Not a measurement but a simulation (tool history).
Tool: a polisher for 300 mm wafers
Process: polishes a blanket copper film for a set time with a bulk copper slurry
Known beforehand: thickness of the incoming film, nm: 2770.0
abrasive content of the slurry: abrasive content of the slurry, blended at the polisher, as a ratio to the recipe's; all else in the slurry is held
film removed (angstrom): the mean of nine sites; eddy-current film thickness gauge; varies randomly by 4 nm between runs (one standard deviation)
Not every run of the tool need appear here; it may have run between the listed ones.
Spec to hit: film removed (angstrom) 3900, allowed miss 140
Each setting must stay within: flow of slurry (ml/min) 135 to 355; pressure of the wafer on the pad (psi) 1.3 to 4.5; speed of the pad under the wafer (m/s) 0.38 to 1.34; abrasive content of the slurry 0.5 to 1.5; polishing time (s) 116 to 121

run,hour,flow of slurry (ml/min),pressure of the wafer on the pad (psi),speed of the pad under the wafer (m/s),abrasive content of the slurry,polishing time (s),film removed (angstrom)
1,0,225,2.9,0.86,1,116,8050.7
2,4.5,200,2.9,0.86,1,116,8095.7
3,6.1,200,2.9,0.86,1,121,8470.5
4,7.2,200,2.9,0.86,1,116,8082.5
5,10.1,200,2.6,0.82,1,116,7030.1
6,10.8,200,2.6,0.98,1,116,8219
7,14,200,2.4,0.92,1,116,7233.9
8,15.4,200,2.2,0.88,1,116,6366.2
9,22.1,200,2,0.86,1,116,5714.4
10,30.2,200,1.9,0.84,1,116,5259.3
11,34.2,200,1.8,0.84,1,116,5031.4
12,40,200,1.7,0.84,1,116,4798.9
13,46.7,200,1.6,0.84,1,116,4496.7
14,54.3,200,1.5,0.84,1,116,4292.4

Pick the move, out of 5, that brings all results within their allowed miss; only one does.
A,61.9,185,1.7,0.8,1,116,?
B,61.9,210,1.4,0.82,1,118,?
C,61.9,205,1.6,0.82,1,121,?
D,61.9,210,1.5,0.9,1.1,118,?
E,61.9,230,1.6,0.78,0.9,120,?

move,film removed (angstrom)
A,4517.2
B,3961.4
C,4597.8
D,4723.8
E,4289.7
A: further off than the last run
B: every result within its allowed miss
C: further off than the last run
D: further off than the last run
E: neither nearer nor further off than the last run
So the answer is move B, the one that meets all the targets.

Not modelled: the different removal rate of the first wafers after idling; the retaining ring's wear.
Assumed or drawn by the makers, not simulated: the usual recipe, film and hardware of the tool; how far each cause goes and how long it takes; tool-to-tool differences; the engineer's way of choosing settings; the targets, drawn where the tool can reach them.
